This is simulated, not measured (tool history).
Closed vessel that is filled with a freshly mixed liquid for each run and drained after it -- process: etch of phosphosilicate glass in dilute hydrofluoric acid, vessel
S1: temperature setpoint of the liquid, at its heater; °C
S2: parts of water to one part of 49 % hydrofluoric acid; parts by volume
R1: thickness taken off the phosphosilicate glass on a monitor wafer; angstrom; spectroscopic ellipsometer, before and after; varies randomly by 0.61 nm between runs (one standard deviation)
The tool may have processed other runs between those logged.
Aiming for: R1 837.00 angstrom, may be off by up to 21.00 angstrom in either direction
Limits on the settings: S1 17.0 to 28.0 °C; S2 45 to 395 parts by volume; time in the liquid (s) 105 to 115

Run 1, day 0.000: S1 20.0 °C, S2 220 parts by volume, time in the liquid (s) 105. Result: R1 275.06 angstrom.
Run 2, day 0.054: S1 20.0 °C, S2 220 parts by volume, time in the liquid (s) 105. Result: R1 278.16 angstrom.
Run 3, day 0.079: S1 23.0 °C, S2 220 parts by volume, time in the liquid (s) 105. Result: R1 311.03 angstrom.
Run 4, day 0.392: S1 23.0 °C, S2 220 parts by volume, time in the liquid (s) 105. Result: R1 309.47 angstrom.
Run 5, day 0.692: S1 25.0 °C, S2 220 parts by volume, time in the liquid (s) 105. Result: R1 332.94 angstrom.
Run 6, day 0.838: S1 25.5 °C, S2 190 parts by volume, time in the liquid (s) 105. Result: R1 409.92 angstrom.
Run 7, day 1.154: S1 26.0 °C, S2 170 parts by volume, time in the liquid (s) 105. Result: R1 468.66 angstrom.
Run 8, day 1.271: S1 26.5 °C, S2 150 parts by volume, time in the liquid (s) 105. Result: R1 556.36 angstrom.
Run 9, day 1.350: S1 28.0 °C, S2 85 parts by volume, time in the liquid (s) 105. Result: R1 1125.90 angstrom.
At day 1.533: thermometer replaced.
Run 10, day 1.533: S1 26.5 °C, S2 85 parts by volume, time in the liquid (s) 105. Result: R1 1142.40 angstrom.
Run 11, day 1.650: S1 24.0 °C, S2 150 parts by volume, time in the liquid (s) 105. Result: R1 555.10 angstrom.
Run 12, day 2.017: S1 24.0 °C, S2 150 parts by volume, time in the liquid (s) 105. Result: R1 556.88 angstrom.
Run 13, day 2.200: S1 24.5 °C, S2 140 parts by volume, time in the liquid (s) 105. Result: R1 613.85 angstrom.
Run 14, day 2.275: S1 25.0 °C, S2 135 parts by volume, time in the liquid (s) 105. Result: R1 643.35 angstrom.
Run 15, day 2.425: S1 28.0 °C, S2 100 parts by volume, time in the liquid (s) 105. Result: R1 1018.30 angstrom.
Run 16, day 2.475: S1 27.0 °C, S2 100 parts by volume, time in the liquid (s) 105. Result: R1 981.10 angstrom.
Run 17, day 2.517: S1 26.0 °C, S2 100 parts by volume, time in the liquid (s) 105. Result: R1 926.74 angstrom.
Run 18, day 2.833: S1 25.5 °C, S2 100 parts by volume, time in the liquid (s) 105. Result: R1 921.77 angstrom.

Next run, 5 choices. One meets every target within its allowed miss, the rest don't. Which?
Run A, day 3.150: S1 25.5 °C, S2 95 parts by volume, time in the liquid (s) 110. Result: R1 ?.
Run B, day 3.150: S1 24.5 °C, S2 95 parts by volume, time in the liquid (s) 115. Result: R1 ?.
Run C, day 3.150: S1 23.0 °C, S2 95 parts by volume, time in the liquid (s) 105. Result: R1 ?.
Run D, day 3.150: S1 25.5 °C, S2 110 parts by volume, time in the liquid (s) 105. Result: R1 ?.
Run E, day 3.150: S1 27.0 °C, S2 100 parts by volume, time in the liquid (s) 105. Result: R1 ?.

move       R1
   A  1018.30
   B  1023.50
   C   880.25
   D   823.68
   E   972.56
A: further off than the last run
B: further off than the last run
C: moves toward the targets from the last run without getting all of them in spec
D: hits every target within its allowed miss
E: further off than the last run
The right move is D.

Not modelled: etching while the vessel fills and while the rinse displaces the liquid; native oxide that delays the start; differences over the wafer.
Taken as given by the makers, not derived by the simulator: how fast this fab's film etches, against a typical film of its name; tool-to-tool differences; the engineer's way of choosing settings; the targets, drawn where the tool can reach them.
